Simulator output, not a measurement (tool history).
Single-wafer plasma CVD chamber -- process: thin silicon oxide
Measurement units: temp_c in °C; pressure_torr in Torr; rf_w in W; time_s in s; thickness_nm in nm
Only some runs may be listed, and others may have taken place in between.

| run | hour | temp_c | pressure_torr | rf_w | time_s | thickness_nm |
|---|---|---|---|---|---|---|
| 1 | 0.0 | 405 | 0.743 | 215 | 4.19 | 5.8402 |
| 2 | 7.4 | 410 | 0.743 | 215 | 4.19 | 5.8060 |
| 3 | 11.9 | 410 | 0.743 | 215 | 3.98 | 5.4799 |
| 4 | 16.7 | 408 | 0.792 | 215 | 3.98 | 5.9063 |
| 5 | 23.3 | 417 | 0.792 | 215 | 3.98 | 5.8395 |
| 6 | 24.5 | 417 | 0.792 | 200 | 3.98 | 5.5598 |
| 7 | 29.8 | 416 | 0.841 | 200 | 3.98 | 5.8584 |

Run 8 is up next; what results do you expect?
| 8 | 33.0 | 416 | 0.884 | 200 | 3.98 | ? |

Run 8 gave thickness_nm 6.0872 nm.
